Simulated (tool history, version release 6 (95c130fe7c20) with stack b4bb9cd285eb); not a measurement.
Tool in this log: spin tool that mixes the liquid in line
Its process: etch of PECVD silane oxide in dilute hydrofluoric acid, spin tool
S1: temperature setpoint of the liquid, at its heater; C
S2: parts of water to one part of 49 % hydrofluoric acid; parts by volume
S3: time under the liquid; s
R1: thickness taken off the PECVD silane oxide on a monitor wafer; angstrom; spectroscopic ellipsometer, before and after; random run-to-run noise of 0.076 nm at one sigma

Run 1, day 0.000: S1 20.0 C, S2 75 parts by volume, S3 90 s. Result: R1 159.28 angstrom.
Run 2, day 0.067: S1 20.0 C, S2 100 parts by volume, S3 90 s. Result: R1 116.76 angstrom.
Run 3, day 0.208: S1 21.5 C, S2 100 parts by volume, S3 90 s. Result: R1 123.03 angstrom.
Run 4, day 0.504: S1 23.5 C, S2 95 parts by volume, S3 90 s. Result: R1 141.27 angstrom.
Run 5, day 0.612: S1 22.0 C, S2 95 parts by volume, S3 90 s. Result: R1 132.99 angstrom.
Run 6, day 0.938: S1 24.0 C, S2 90 parts by volume, S3 90 s. Result: R1 152.61 angstrom.
Run 7, day 1.108: S1 25.0 C, S2 85 parts by volume, S3 90 s. Result: R1 169.53 angstrom.
Run 8, day 1.167: S1 26.0 C, S2 80 parts by volume, S3 90 s. Result: R1 189.40 angstrom.
Run 9, day 1.217: S1 26.5 C, S2 80 parts by volume, S3 90 s. Result: R1 193.12 angstrom.

What will run 10 give?
Run 10, day 1.379: S1 27.0 C, S2 80 parts by volume, S3 90 s. Result: R1 ?.

{"run 10": {"R1": 197.42}}

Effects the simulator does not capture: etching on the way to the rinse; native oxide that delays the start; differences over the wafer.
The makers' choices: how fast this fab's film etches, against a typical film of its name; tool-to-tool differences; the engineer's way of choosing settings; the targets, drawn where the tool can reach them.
